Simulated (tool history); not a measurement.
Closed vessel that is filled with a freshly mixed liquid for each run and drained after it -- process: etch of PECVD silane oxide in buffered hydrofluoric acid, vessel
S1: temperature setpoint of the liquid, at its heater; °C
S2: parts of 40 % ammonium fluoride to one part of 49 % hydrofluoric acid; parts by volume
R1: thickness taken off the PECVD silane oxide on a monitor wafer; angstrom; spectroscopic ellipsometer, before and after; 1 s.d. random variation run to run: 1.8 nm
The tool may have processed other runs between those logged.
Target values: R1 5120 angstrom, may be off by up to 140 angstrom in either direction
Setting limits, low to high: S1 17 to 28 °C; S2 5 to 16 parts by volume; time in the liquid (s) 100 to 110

run 1 day=0 | S1=20 S2=9.5 time_in_the_liquid_(s)=100 | R1=3534.9
run 2 day=0.283 | S1=20 S2=10.5 time_in_the_liquid_(s)=100 | R1=3245.3
run 3 day=0.396 | S1=20 S2=11.5 time_in_the_liquid_(s)=100 | R1=2975.2
run 4 day=0.538 | S1=20 S2=11.5 time_in_the_liquid_(s)=110 | R1=3264.8
run 5 day=0.621 | S1=18 S2=11.5 time_in_the_liquid_(s)=110 | R1=2937.7
run 6 day=0.762 | S1=18 S2=10 time_in_the_liquid_(s)=110 | R1=3361.1
run 7 day=0.988 | S1=20 S2=10 time_in_the_liquid_(s)=110 | R1=3752.3
run 8 day=1.079 | S1=21.5 S2=10 time_in_the_liquid_(s)=110 | R1=4077.9
run 9 day=1.454 | S1=22.5 S2=10 time_in_the_liquid_(s)=110 | R1=4289.6
run 10 day=1.767 | S1=23.5 S2=10 time_in_the_liquid_(s)=110 | R1=4583.9
run 11 day=2.146 | S1=24 S2=10 time_in_the_liquid_(s)=110 | R1=4701.2
run 12 day=2.267 | S1=24 S2=10 time_in_the_liquid_(s)=110 | R1=4685.9
run 13 day=2.517 | S1=24.5 S2=10 time_in_the_liquid_(s)=110 | R1=4837.4
run 14 day=2.612 | S1=25 S2=10 time_in_the_liquid_(s)=110 | R1=4946

5 next moves are on the table. One of them brings every result within its allowed miss. Which?
run A day=2.708 | S1=27.5 S2=9 time_in_the_liquid_(s)=100 | R1=?
run B day=2.708 | S1=27 S2=10 time_in_the_liquid_(s)=110 | R1=?
run C day=2.708 | S1=26.5 S2=9.5 time_in_the_liquid_(s)=110 | R1=?
run D day=2.708 | S1=26.5 S2=10 time_in_the_liquid_(s)=105 | R1=?
run E day=2.708 | S1=24 S2=8.5 time_in_the_liquid_(s)=110 | R1=?

move=A R1=5497.2
move=B R1=5510.6
move=C R1=5541
move=D R1=5121.1
move=E R1=5328.3
A: takes the result that was furthest off past its target
B: takes the result that was furthest off past its target
C: takes the result that was furthest off past its target
D: every result lands within tolerance
E: takes the result that was furthest off past its target
The move that meets every target is D.
